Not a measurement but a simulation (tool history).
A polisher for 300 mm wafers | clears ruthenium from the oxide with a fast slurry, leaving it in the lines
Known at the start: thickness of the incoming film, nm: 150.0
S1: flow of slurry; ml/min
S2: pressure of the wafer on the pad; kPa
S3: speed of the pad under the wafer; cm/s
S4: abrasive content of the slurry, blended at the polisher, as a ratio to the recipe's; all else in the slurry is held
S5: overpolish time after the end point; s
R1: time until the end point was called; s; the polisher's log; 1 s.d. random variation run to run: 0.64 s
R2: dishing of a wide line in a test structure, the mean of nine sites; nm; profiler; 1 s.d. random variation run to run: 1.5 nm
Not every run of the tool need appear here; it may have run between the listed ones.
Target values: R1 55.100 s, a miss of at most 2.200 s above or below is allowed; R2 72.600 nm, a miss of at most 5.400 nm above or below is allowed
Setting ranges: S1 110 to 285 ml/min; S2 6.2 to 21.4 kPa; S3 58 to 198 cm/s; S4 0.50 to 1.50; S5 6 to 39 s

| run | day | S1 | S2 | S3 | S4 | S5 | R1 | R2 |
|---|---|---|---|---|---|---|---|---|
| 1 | 0.000 | 180 | 13.8 | 128 | 1.00 | 20 | 33.031 | 72.000 |
| 2 | 0.217 | 180 | 13.8 | 128 | 1.10 | 20 | 32.952 | 71.408 |
| 3 | 0.312 | 175 | 13.1 | 128 | 1.10 | 21 | 34.220 | 73.480 |
| 4 | 0.521 | 175 | 13.1 | 148 | 1.10 | 21 | 30.345 | 81.105 |
| 5 | 0.625 | 175 | 12.4 | 146 | 1.10 | 22 | 32.984 | 78.573 |
| 6 | 0.846 | 175 | 12.4 | 146 | 0.95 | 22 | 34.155 | 74.381 |
| 7 | 1.212 | 175 | 11.7 | 146 | 0.95 | 23 | 35.827 | 77.760 |
| 8 | 1.396 | 175 | 11.7 | 146 | 0.95 | 23 | 36.534 | 75.344 |
| 9 | 1.704 | 175 | 11.0 | 146 | 0.95 | 24 | 38.207 | 71.098 |
| 10 | 1.879 | 175 | 10.3 | 146 | 0.95 | 25 | 41.668 | 72.766 |
| 11 | 2.083 | 165 | 6.9 | 146 | 0.95 | 29 | 61.200 | 60.590 |

Consider the 5 candidate settings below. Which is the only one whose results all fall within their allowed miss of target?
| A | 2.288 | 120 | 7.6 | 104 | 1.05 | 33 | ? | ? |
| B | 2.288 | 165 | 7.6 | 148 | 0.95 | 33 | ? | ? |
| C | 2.288 | 175 | 6.9 | 144 | 1.10 | 25 | ? | ? |
| D | 2.288 | 190 | 6.9 | 148 | 0.90 | 22 | ? | ? |
| E | 2.288 | 120 | 6.9 | 132 | 1.10 | 25 | ? | ? |

| move | R1 | R2 |
|---|---|---|
| A | 73.449 | 56.478 |
| B | 54.562 | 73.110 |
| C | 57.722 | 54.667 |
| D | 59.300 | 47.573 |
| E | 66.686 | 48.024 |
A: moves away from the targets compared with the last run
B: all results in spec
C: moves away from the targets compared with the last run
D: moves away from the targets compared with the last run
E: moves away from the targets compared with the last run
Correct choice: B, which meets every target

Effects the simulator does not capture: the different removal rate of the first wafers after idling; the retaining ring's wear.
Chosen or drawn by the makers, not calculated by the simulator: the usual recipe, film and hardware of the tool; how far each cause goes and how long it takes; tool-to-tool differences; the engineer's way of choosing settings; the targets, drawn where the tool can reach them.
